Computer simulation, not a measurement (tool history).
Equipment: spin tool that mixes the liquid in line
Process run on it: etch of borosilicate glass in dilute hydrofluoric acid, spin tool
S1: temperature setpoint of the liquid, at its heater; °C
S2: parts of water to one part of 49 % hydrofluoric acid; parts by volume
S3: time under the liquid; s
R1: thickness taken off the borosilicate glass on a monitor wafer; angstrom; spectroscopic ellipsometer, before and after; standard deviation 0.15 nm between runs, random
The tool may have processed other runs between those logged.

| run | hour | S1 | S2 | S3 | R1 |
|---|---|---|---|---|---|
| 1 | 0 | 22 | 60 | 25 | 81.906 |
| 2 | 7.2 | 24 | 55 | 25 | 97.197 |
| 3 | 9.6 | 25.5 | 50 | 25 | 116.02 |
| 4 | 12 | 25.5 | 50 | 25 | 117.64 |
| 5 | 18.1 | 25.5 | 50 | 20 | 90.991 |
| 6 | 22.3 | 26.5 | 40 | 20 | 121.87 |
|  | 25.6 | thermometer replaced |
| 7 | 25.6 | 27.5 | 35 | 20 | 135.97 |
| 8 | 30.5 | 28 | 35 | 20 | 142.3 |
| 9 | 35.5 | 28.5 | 35 | 20 | 142.71 |

The next listed run, before its measurement:
| 10 | 39.2 | 29 | 35 | 20 | ? |

R1: 144.46 angstrom

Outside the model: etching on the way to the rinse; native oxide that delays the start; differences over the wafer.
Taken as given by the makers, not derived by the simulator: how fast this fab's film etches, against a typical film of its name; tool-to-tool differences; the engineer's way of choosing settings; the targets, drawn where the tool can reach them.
